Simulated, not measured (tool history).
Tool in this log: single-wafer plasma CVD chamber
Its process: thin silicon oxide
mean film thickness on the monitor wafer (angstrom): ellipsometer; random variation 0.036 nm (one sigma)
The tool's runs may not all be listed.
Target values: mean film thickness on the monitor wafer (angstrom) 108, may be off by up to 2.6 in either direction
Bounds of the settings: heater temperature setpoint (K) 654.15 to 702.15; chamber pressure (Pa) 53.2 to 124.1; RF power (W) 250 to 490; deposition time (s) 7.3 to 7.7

| run | day | heater temperature setpoint (K) | chamber pressure (Pa) | RF power (W) | deposition time (s) | mean film thickness on the monitor wafer (angstrom) |
|---|---|---|---|---|---|---|
| 1 | 0 | 678.15 | 88.7 | 370 | 7.7 | 135.19 |
| 2 | 0.079 | 678.15 | 88.7 | 420 | 7.7 | 140.87 |
| 3 | 0.154 | 678.15 | 88.7 | 395 | 7.7 | 138.9 |
| 4 | 0.496 | 678.15 | 88.7 | 395 | 7.7 | 137.48 |
| 5 | 0.804 | 678.15 | 100.3 | 395 | 7.7 | 154.71 |
| 6 | 0.829 | 678.15 | 109.2 | 395 | 7.7 | 166.96 |
| 7 | 1.1 | 678.15 | 94.8 | 390 | 7.7 | 147.15 |
| 8 | 1.217 | 678.15 | 85.1 | 385 | 7.7 | 131.94 |
| 9 | 1.429 | 678.15 | 67.3 | 375 | 7.7 | 103.84 |
| 10 | 1.496 | 678.15 | 68.4 | 375 | 7.7 | 105.03 |

5 candidate next runs follow, results not yet known. Just one meets every target within its allowed miss. Identify it.
| A | 1.562 | 675.15 | 73.5 | 325 | 7.7 | ? |
| B | 1.562 | 679.15 | 64.4 | 410 | 7.7 | ? |
| C | 1.562 | 687.15 | 66.5 | 395 | 7.6 | ? |
| D | 1.562 | 676.15 | 71.3 | 345 | 7.3 | ? |
| E | 1.562 | 671.15 | 66 | 370 | 7.6 | ? |

| move | mean film thickness on the monitor wafer (angstrom) |
|---|---|
| A | 108.22 |
| B | 102.92 |
| C | 103.05 |
| D | 101.83 |
| E | 100.99 |
A: in spec on every target
B: moves away from the targets compared with the last run
C: moves away from the targets compared with the last run
D: moves away from the targets compared with the last run
E: moves away from the targets compared with the last run
Answer: A
